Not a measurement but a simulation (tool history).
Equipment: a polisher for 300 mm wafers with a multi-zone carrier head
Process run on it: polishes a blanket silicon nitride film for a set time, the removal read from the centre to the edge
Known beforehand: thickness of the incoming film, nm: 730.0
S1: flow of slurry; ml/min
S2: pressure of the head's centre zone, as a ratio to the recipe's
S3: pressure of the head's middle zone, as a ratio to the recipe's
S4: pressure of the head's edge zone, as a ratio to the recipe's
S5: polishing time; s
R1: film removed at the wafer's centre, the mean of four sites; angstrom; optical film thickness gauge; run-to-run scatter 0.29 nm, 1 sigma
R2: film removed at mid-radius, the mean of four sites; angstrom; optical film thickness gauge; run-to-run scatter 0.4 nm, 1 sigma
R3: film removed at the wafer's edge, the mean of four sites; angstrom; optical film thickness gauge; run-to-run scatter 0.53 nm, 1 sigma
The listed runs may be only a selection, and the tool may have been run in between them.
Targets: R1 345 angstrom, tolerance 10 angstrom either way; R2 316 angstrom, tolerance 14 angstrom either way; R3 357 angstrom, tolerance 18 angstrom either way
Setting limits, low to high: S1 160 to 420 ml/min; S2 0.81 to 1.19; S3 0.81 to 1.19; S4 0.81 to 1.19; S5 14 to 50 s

| run | hour | S1 | S2 | S3 | S4 | S5 | R1 | R2 | R3 |
|---|---|---|---|---|---|---|---|---|---|
| 1 | 0 | 270 | 1 | 1 | 1 | 32 | 589.73 | 570.99 | 576.92 |
| 2 | 9 | 260 | 0.97 | 0.95 | 0.98 | 28 | 504.02 | 491.79 | 509.07 |
| 3 | 12.9 | 325 | 0.97 | 0.95 | 0.98 | 28 | 512.11 | 495.33 | 513.32 |
| 4 | 17 | 325 | 0.92 | 0.95 | 0.98 | 28 | 481.68 | 489.63 | 507.98 |
| 5 | 22.6 | 325 | 0.92 | 0.95 | 0.98 | 32 | 566.5 | 565.89 | 598.09 |
| 6 | 28.9 | 325 | 0.93 | 0.91 | 0.98 | 27 | 472.7 | 458.11 | 506.58 |
| 7 | 35.1 | 325 | 0.94 | 0.89 | 0.96 | 24 | 425.93 | 403.21 | 444.68 |
| 8 | 40.8 | 325 | 0.93 | 0.87 | 0.94 | 22 | 391.2 | 366.27 | 398.24 |
| 9 | 48.1 | 325 | 0.92 | 0.85 | 0.93 | 21 | 364.27 | 339.77 | 376.26 |
| 10 | 51.6 | 290 | 0.9 | 0.81 | 0.87 | 21 | 360.94 | 327.75 | 360.81 |
| 11 | 57.6 | 290 | 0.9 | 0.81 | 0.88 | 21 | 355.8 | 322.02 | 356.66 |
| 12 | 63.5 | 290 | 0.9 | 0.81 | 0.89 | 21 | 354.02 | 329.5 | 363.3 |
| 13 | 67.1 | 300 | 0.9 | 0.81 | 0.9 | 21 | 354.86 | 337.37 | 371.06 |

Exactly one of the 5 candidate moves below puts every result within its allowed miss. Which one?
| A | 70.7 | 250 | 0.85 | 0.88 | 0.81 | 22 | ? | ? | ? |
| B | 70.7 | 265 | 0.92 | 0.81 | 0.9 | 20 | ? | ? | ? |
| C | 70.7 | 315 | 0.87 | 0.82 | 0.9 | 22 | ? | ? | ? |
| D | 70.7 | 185 | 0.94 | 1.01 | 0.81 | 20 | ? | ? | ? |
| E | 70.7 | 165 | 0.88 | 0.89 | 0.87 | 22 | ? | ? | ? |

| move | R1 | R2 | R3 |
|---|---|---|---|
| A | 350.23 | 357.74 | 363.6 |
| B | 345.1 | 309.99 | 347.93 |
| C | 364.88 | 348.05 | 386.4 |
| D | 341.54 | 347.07 | 324.1 |
| E | 348.55 | 348.16 | 365.79 |
A: its largest miss is bigger than the last run's
B: in spec on every target
C: its largest miss is bigger than the last run's
D: its largest miss is bigger than the last run's
E: its largest miss is bigger than the last run's
B is the move that brings every result within its allowed miss.

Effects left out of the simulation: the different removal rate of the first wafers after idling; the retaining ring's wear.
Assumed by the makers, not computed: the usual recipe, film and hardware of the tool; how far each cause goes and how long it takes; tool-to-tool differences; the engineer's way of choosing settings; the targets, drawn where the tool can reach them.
